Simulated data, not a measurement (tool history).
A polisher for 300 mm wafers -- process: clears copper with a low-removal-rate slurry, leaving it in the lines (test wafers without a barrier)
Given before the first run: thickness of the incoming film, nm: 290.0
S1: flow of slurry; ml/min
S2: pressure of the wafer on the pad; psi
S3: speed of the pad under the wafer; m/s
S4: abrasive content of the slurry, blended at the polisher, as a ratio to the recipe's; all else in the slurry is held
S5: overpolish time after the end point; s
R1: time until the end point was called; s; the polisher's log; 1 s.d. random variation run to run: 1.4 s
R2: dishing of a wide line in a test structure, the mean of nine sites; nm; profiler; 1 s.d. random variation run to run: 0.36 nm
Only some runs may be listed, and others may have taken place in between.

{"run": 1, "day": 0.0, "S1": 230, "S2": 2.6, "S3": 1.0, "S4": 1.0, "S5": 11, "R1": 147.5, "R2": 15.27}
{"run": 2, "day": 0.042, "S1": 250, "S2": 2.6, "S3": 1.0, "S4": 1.0, "S5": 11, "R1": 148.05, "R2": 15.761}
{"run": 3, "day": 0.212, "S1": 250, "S2": 2.0, "S3": 1.0, "S4": 1.0, "S5": 11, "R1": 183.5, "R2": 12.667}
{"run": 4, "day": 0.458, "S1": 250, "S2": 2.0, "S3": 1.0, "S4": 1.0, "S5": 14, "R1": 184.28, "R2": 15.932}
{"run": 5, "day": 0.65, "S1": 250, "S2": 2.4, "S3": 1.0, "S4": 1.0, "S5": 14, "R1": 155.52, "R2": 18.17}
{"run": 6, "day": 0.746, "S1": 250, "S2": 2.4, "S3": 1.0, "S4": 1.15, "S5": 14, "R1": 155.4, "R2": 18.856}
{"run": 7, "day": 1.0, "S1": 250, "S2": 2.6, "S3": 1.0, "S4": 1.15, "S5": 14, "R1": 144.08, "R2": 20.047}
{"day": 1.225, "done": "worn pad replaced by a new one"}
{"run": 8, "day": 1.225, "S1": 250, "S2": 2.8, "S3": 1.0, "S4": 1.15, "S5": 14, "R1": 116.99, "R2": 23.146}

Expected results for the next run?
{"run": 9, "day": 1.454, "S1": 255, "S2": 2.8, "S3": 1.0, "S4": 1.15, "S5": 14, "R1": "?", "R2": "?"}

Run 9 yielded R1 119.15 s, R2 23.852 nm.

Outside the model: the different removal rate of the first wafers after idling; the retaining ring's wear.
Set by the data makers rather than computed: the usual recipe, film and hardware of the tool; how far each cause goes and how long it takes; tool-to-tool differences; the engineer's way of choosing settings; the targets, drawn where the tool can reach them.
